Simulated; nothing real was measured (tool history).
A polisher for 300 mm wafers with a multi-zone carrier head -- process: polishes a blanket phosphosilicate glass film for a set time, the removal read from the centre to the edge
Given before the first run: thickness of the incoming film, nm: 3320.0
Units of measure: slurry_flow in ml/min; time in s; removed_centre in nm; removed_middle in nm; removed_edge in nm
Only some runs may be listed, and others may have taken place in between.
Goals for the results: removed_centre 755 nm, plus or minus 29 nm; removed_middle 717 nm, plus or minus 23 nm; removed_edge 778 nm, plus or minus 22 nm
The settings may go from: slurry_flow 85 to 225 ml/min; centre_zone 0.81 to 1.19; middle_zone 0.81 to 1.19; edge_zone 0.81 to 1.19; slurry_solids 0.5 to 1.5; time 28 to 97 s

run,hour,slurry_flow,centre_zone,middle_zone,edge_zone,slurry_solids,time,removed_centre,removed_middle,removed_edge
1,0,145,1,1,1,1,62,540.46,527.98,549.05
2,7.8,145,1,1.04,1,1,62,532.74,541.91,555.46
3,13.7,155,1.02,1.05,1.04,1.1,62,587.87,594.08,603.7
4,16.9,160,1.03,1.04,1.07,1.15,62,619.04,602.55,624.02
5,24.2,160,1.03,1.04,1.1,1.15,62,616.22,614.45,640.14
6,28.7,165,1.04,1.03,1.12,1.2,62,647.49,612.37,651.9
7,37.3,165,1.04,1.03,1.14,1.25,62,656.8,624.3,675.56
# hour 42.9: edge zone pressure recalibrated
8,42.9,170,1.04,1.03,1.15,1.3,62,675.71,649.94,661.43
9,49.9,165,1.06,1.05,1.16,1.3,64,692.48,674.58,693.25
10,54.4,170,1.04,1.03,1.17,1.35,65,714.96,691.09,714.93

Below are 5 possible settings for the next run. Only one of them brings all results inside the allowed miss of their targets. Which is it?
A,58.9,225,1.09,1.15,1.11,1.45,53,?,?,?
B,58.9,170,0.97,1.13,1.16,1.4,64,?,?,?
C,58.9,195,1.05,1.05,1.11,1.5,59,?,?,?
D,58.9,140,1.01,0.97,1.11,1.2,79,?,?,?
E,58.9,175,1.05,0.92,1.19,1.2,73,?,?,?

move,removed_centre,removed_middle,removed_edge
A,680.19,665.16,611.33
B,685.65,746.96,718.33
C,722.81,681.11,680.99
D,782.07,722.5,785.98
E,788.29,666.48,773.05
A: its largest miss is bigger than the last run's
B: closes in on the targets versus the last run, not all within tolerance yet
C: its largest miss is bigger than the last run's
D: in spec on every target
E: puts the biggest miss on target and leaves a different result outside tolerance
D is the move that brings every result within its allowed miss.

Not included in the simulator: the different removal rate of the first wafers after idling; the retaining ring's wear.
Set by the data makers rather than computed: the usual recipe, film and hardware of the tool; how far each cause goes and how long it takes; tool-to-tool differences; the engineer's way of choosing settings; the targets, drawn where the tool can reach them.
